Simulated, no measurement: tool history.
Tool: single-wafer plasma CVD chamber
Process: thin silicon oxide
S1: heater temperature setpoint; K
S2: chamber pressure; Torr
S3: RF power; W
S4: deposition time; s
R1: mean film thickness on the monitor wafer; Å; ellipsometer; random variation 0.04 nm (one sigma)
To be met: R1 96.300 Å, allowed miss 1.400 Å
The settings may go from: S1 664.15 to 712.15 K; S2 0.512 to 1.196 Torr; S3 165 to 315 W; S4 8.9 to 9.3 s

run  hour      S1     S2   S3   S4       R1
  1   0.0  688.15  0.854  240  9.3  161.910
  2   3.1  688.15  0.750  220  9.2  132.210
  3  11.0  688.15  0.750  240  9.2  139.020
  4  14.4  688.15  0.750  240  8.9  134.830
  5  19.0  688.15  0.677  235  8.9  116.750
  6  24.1  688.15  0.641  235  8.9  109.560
  7  30.1  688.15  0.523  235  8.9   83.035
  8  35.4  688.15  0.545  235  8.9   86.834
  9  40.5  688.15  0.560  235  8.9   91.225
 10  45.7  688.15  0.568  235  8.9   92.107
 11  53.2  688.15  0.575  235  8.9   93.944
 12  55.5  688.15  0.602  235  8.9  100.510
 13  59.0  688.15  0.595  235  8.9   98.888
 14  61.1  688.15  0.591  235  8.9   98.219

Which of these 4 next moves meets every target?
  A  63.2  683.15  0.595  240  8.9   ?
  B  63.2  687.15  0.577  240  8.9   ?
  C  63.2  688.15  0.582  255  8.9   ?
  D  63.2  693.15  0.567  260  8.9   ?

move       R1
   A  100.920
   B   96.521
   C  101.650
   D   98.990
A: further off than the last run
B: meets every target
C: further off than the last run
D: further off than the last run
Move B is the one to make.
